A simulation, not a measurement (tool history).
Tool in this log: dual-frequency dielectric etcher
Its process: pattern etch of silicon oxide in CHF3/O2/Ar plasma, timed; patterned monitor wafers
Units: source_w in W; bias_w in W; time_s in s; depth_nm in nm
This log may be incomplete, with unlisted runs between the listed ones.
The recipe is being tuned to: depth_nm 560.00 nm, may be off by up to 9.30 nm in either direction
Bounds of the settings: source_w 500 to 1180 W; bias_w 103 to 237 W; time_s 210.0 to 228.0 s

run,hour,source_w,bias_w,time_s,depth_nm
1,0.0,840,170,228.0,501.77
2,6.3,870,171,228.0,505.04
3,12.3,910,173,228.0,514.56
4,15.2,940,174,228.0,520.75
5,24.0,970,175,228.0,525.73
6,27.6,830,175,228.0,505.83
7,28.6,870,177,228.0,514.07
8,30.9,900,179,228.0,516.03
9,35.6,1070,191,228.0,548.20

5 candidate next runs follow, results not yet known. Just one meets every target within its allowed miss. Identify it.
A,40.3,1180,195,223.5,?
B,40.3,1050,200,222.5,?
C,40.3,1100,210,210.0,?
D,40.3,1030,199,224.0,?
E,40.3,1180,220,224.0,?

move,depth_nm
A,554.06
B,538.09
C,521.23
D,538.22
E,574.14
A: meets every target
B: misses by more than the last run did
C: misses by more than the last run did
D: misses by more than the last run did
E: moves the result that the last run missed by most past its target, out the other side
Go with A: it meets all targets.

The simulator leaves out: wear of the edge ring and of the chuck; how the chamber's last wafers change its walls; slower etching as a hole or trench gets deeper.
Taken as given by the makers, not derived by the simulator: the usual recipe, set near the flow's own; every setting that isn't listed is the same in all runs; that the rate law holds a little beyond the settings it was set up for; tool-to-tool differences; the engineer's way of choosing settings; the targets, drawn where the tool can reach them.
